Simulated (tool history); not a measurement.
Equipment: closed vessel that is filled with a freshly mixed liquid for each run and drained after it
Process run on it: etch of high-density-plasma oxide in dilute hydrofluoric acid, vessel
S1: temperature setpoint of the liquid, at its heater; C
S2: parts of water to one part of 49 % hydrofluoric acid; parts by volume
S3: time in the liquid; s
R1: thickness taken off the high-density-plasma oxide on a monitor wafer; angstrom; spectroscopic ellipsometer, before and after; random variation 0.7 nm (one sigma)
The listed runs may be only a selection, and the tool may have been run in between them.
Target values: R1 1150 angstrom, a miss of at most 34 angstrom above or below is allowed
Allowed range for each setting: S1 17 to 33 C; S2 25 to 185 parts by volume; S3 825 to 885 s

run,day,S1,S2,S3,R1
1,0,25,105,825,427.07
2,0.196,26.5,90,825,538.05
3,0.579,28,80,825,652.5
4,0.7,29,75,825,731.6
5,0.992,30,70,825,818.96
6,1.154,28.5,70,825,771.32
7,1.275,29.5,65,825,866.61
# day 1.571: thermometer replaced
8,1.571,30,65,825,831.68

Of the 5 settings listed for the next run, only one would bring every result within its allowed miss of target. Which one?
A,1.867,29,45,860,?
B,1.867,27,40,825,?
C,1.867,29.5,50,880,?
D,1.867,31.5,50,885,?
E,1.867,30,55,875,?

move,R1
A,1248.1
B,1252.3
C,1163.5
D,1265.2
E,1064.4
A: carries the result that was furthest off beyond its target, to the other side
B: carries the result that was furthest off beyond its target, to the other side
C: in spec on every target
D: carries the result that was furthest off beyond its target, to the other side
E: better than the last run, though not everything is in spec
C meets every target.
